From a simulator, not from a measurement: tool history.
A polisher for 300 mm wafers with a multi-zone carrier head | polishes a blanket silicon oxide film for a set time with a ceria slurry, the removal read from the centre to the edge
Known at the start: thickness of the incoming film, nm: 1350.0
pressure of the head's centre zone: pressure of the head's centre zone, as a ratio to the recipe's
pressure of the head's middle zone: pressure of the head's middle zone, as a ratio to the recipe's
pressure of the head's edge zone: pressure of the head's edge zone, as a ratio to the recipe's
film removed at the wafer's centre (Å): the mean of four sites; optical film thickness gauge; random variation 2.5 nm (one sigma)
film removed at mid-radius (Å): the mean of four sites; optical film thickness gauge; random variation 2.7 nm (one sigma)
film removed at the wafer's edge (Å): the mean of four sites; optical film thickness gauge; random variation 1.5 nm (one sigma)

| run | hour | flow of slurry (ml/min) | pressure of the head's centre zone | pressure of the head's middle zone | pressure of the head's edge zone | polishing time (s) | film removed at the wafer's centre (Å) | film removed at mid-radius (Å) | film removed at the wafer's edge (Å) |
|---|---|---|---|---|---|---|---|---|---|
| 1 | 0.0 | 140 | 1.00 | 1.00 | 1.00 | 50 | 3125.2 | 3127.0 | 3120.4 |
| 2 | 2.6 | 140 | 1.00 | 0.94 | 1.00 | 50 | 3018.8 | 2941.2 | 3139.7 |
| 3 | 3.9 | 130 | 0.95 | 0.96 | 0.96 | 45 | 2584.0 | 2577.5 | 2744.9 |
| 4 | 7.1 | 130 | 1.00 | 0.96 | 0.96 | 45 | 2672.0 | 2671.3 | 2791.2 |
| 5 | 10.5 | 130 | 1.00 | 0.96 | 1.03 | 45 | 2713.0 | 2682.0 | 2868.7 |
| 6 | 14.4 | 120 | 0.95 | 1.01 | 1.01 | 42 | 2295.4 | 2467.0 | 2607.1 |
| 7 | 15.7 | 120 | 0.95 | 1.01 | 1.01 | 42 | 2326.0 | 2545.0 | 2580.1 |
| 8 | 19.9 | 115 | 0.93 | 1.03 | 0.97 | 40 | 2169.4 | 2429.9 | 2430.8 |

The next listed run, before its measurement:
| 9 | 25.2 | 110 | 0.91 | 1.05 | 0.94 | 39 | ? | ? | ? |

Run 9 gave film removed at the wafer's centre (Å) 2076.1, film removed at mid-radius (Å) 2379.2, film removed at the wafer's edge (Å) 2285.0.
